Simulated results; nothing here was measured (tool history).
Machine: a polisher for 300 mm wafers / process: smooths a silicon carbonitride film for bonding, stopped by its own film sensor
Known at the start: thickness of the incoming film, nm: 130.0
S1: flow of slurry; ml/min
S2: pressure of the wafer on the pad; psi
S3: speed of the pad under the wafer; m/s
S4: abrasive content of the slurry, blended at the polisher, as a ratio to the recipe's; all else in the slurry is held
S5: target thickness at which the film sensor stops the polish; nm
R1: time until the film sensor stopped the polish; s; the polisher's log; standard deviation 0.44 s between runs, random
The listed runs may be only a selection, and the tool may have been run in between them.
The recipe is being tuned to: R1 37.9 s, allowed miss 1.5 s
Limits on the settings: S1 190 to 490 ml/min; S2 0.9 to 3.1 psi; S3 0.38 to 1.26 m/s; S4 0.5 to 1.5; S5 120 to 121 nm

{"run": 1, "hour": 0.0, "S1": 315, "S2": 2, "S3": 0.82, "S4": 1, "S5": 120, "R1": 48.335}
{"run": 2, "hour": 4.5, "S1": 315, "S2": 2.1, "S3": 0.82, "S4": 1, "S5": 120, "R1": 46.908}
{"run": 3, "hour": 10.6, "S1": 315, "S2": 2.1, "S3": 0.82, "S4": 1, "S5": 120, "R1": 47.103}
{"run": 4, "hour": 12.0, "S1": 315, "S2": 2.2, "S3": 0.82, "S4": 1, "S5": 120, "R1": 45.265}
{"run": 5, "hour": 16.7, "S1": 315, "S2": 2.4, "S3": 0.82, "S4": 1, "S5": 120, "R1": 41.514}
{"run": 6, "hour": 21.6, "S1": 245, "S2": 2.4, "S3": 0.82, "S4": 1, "S5": 120, "R1": 43.146}
{"run": 7, "hour": 29.5, "S1": 250, "S2": 2.4, "S3": 0.82, "S4": 1, "S5": 120, "R1": 42.857}
{"run": 8, "hour": 36.8, "S1": 255, "S2": 2.4, "S3": 0.82, "S4": 1, "S5": 120, "R1": 43.481}
{"run": 9, "hour": 44.4, "S1": 260, "S2": 2.4, "S3": 0.82, "S4": 1, "S5": 120, "R1": 43.453}
{"run": 10, "hour": 46.4, "S1": 265, "S2": 2.4, "S3": 0.82, "S4": 1, "S5": 120, "R1": 42.807}

Of the 4 settings listed for the next run, only one would bring every result within its allowed miss of target. Which one?
{"run": "A", "hour": 48.4, "S1": 255, "S2": 2.6, "S3": 0.88, "S4": 1.1, "S5": 121, "R1": "?"}
{"run": "B", "hour": 48.4, "S1": 240, "S2": 2.9, "S3": 0.5, "S4": 1.1, "S5": 121, "R1": "?"}
{"run": "C", "hour": 48.4, "S1": 235, "S2": 2.5, "S3": 0.82, "S4": 1.05, "S5": 121, "R1": "?"}
{"run": "D", "hour": 48.4, "S1": 300, "S2": 2.2, "S3": 0.82, "S4": 0.95, "S5": 120, "R1": "?"}

move=A R1=34.067
move=B R1=47.5
move=C R1=37.682
move=D R1=46.715
A: the result that was furthest off in the last run now lies on the other side of its target
B: misses by more than the last run did
C: each result inside its tolerance
D: misses by more than the last run did
Move C is the one to make.
